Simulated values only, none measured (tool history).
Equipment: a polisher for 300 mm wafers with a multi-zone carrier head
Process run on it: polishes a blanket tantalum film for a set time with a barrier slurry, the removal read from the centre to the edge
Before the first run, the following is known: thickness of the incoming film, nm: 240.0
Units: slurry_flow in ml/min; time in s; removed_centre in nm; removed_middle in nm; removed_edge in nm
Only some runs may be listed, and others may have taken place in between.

| run | hour | slurry_flow | centre_zone | middle_zone | edge_zone | slurry_solids | time | removed_centre | removed_middle | removed_edge |
|---|---|---|---|---|---|---|---|---|---|---|
| 1 | 0.0 | 270 | 1.00 | 1.00 | 1.00 | 1.00 | 55 | 54.663 | 55.593 | 52.468 |
| 2 | 5.3 | 270 | 1.00 | 1.00 | 0.98 | 0.95 | 53 | 50.973 | 51.261 | 50.025 |
| 3 | 6.2 | 280 | 1.01 | 1.02 | 0.96 | 0.90 | 51 | 49.195 | 49.010 | 47.575 |
| 4 | 15.1 | 275 | 1.02 | 1.04 | 0.94 | 0.85 | 49 | 46.127 | 47.556 | 43.196 |
| 5 | 21.3 | 275 | 1.02 | 1.04 | 0.94 | 0.65 | 49 | 40.118 | 40.792 | 37.457 |
| 6 | 24.7 | 275 | 1.02 | 1.04 | 0.94 | 0.65 | 38 | 31.070 | 31.198 | 29.066 |
| 7 | 26.3 | 285 | 1.02 | 1.04 | 0.94 | 0.65 | 38 | 31.024 | 30.929 | 29.298 |

Predict the results of run 8:
| 8 | 32.9 | 285 | 1.03 | 1.05 | 0.94 | 0.65 | 38 | ? | ? | ? |

removed_centre: 31.249 nm
removed_middle: 31.692 nm
removed_edge: 28.853 nm
